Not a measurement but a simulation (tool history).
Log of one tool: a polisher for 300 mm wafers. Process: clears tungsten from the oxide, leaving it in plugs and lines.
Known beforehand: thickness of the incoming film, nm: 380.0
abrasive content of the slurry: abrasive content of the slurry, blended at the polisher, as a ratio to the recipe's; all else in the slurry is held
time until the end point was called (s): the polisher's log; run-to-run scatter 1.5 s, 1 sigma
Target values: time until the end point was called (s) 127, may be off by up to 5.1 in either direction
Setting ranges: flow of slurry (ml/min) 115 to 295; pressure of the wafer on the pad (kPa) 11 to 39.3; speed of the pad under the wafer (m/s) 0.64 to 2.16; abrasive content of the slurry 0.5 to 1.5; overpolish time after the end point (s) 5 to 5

run,day,flow of slurry (ml/min),pressure of the wafer on the pad (kPa),speed of the pad under the wafer (m/s),abrasive content of the slurry,overpolish time after the end point (s),time until the end point was called (s)
1,0,190,24.8,1.4,1,5,61.717
2,0.35,190,22.1,1.36,1,5,70.012
3,0.404,190,20,1.32,1,5,80.4
4,0.75,190,17.9,1.3,1,5,89.769
5,0.988,190,17.9,1.3,1.15,5,85.334
6,1.125,190,16.5,1.28,1.15,5,94.533
7,1.146,190,16.5,1.28,1.15,5,93.252
8,1.396,190,15.2,1.26,1.15,5,103.47
9,1.729,190,14.5,1.26,1.15,5,107.46
10,2.004,190,13.8,1.26,1.15,5,112.6
11,2.142,190,13.1,1.26,1.15,5,116.3

Which one of the following 4 next-run settings gets every result inside its allowed miss? There is exactly one.
A,2.279,245,15.2,1.02,1,5,?
B,2.279,155,15.2,1.24,1.5,5,?
C,2.279,190,13.8,1.18,1.25,5,?
D,2.279,205,17.9,0.96,1.35,5,?

move,time until the end point was called (s)
A,126.43
B,98.617
C,115.79
D,106.5
A: every result lands within tolerance
B: moves away from the targets compared with the last run
C: just as far off the targets as the last run
D: moves away from the targets compared with the last run
The move that meets every target is A.
